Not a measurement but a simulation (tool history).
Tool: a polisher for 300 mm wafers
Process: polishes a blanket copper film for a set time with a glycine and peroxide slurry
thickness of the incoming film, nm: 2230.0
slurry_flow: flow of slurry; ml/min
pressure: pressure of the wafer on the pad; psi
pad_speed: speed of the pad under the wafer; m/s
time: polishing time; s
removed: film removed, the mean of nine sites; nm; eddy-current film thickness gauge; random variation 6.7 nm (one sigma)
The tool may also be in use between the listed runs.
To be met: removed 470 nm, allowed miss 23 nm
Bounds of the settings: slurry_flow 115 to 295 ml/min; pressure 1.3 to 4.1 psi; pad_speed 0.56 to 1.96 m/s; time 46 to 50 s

run	hour	slurry_flow	pressure	pad_speed	time	removed
1	0	190	2.7	1.26	50	322.7
2	6.3	190	2.7	1.36	50	342.25
3	10	190	2.7	1.36	46	309.82
4	11.9	160	2.7	1.36	46	304.58
5	18.4	165	3	1.38	46	338.63
6	24.2	165	3	1.52	46	375.9
7	32.1	170	3.2	1.52	46	387.98
8	38.6	170	3.4	1.54	46	423.71

Which of these 4 next moves meets every target?
A	45.1	150	3.6	1.42	49	?
B	45.1	230	3.4	1.32	46	?
C	45.1	150	3	1.58	49	?
D	45.1	120	4.1	1.4	50	?

move	removed
A	424.17
B	380.98
C	394.33
D	456.93
A: as far off as the last run
B: further off than the last run
C: further off than the last run
D: meets every target
Answer: D
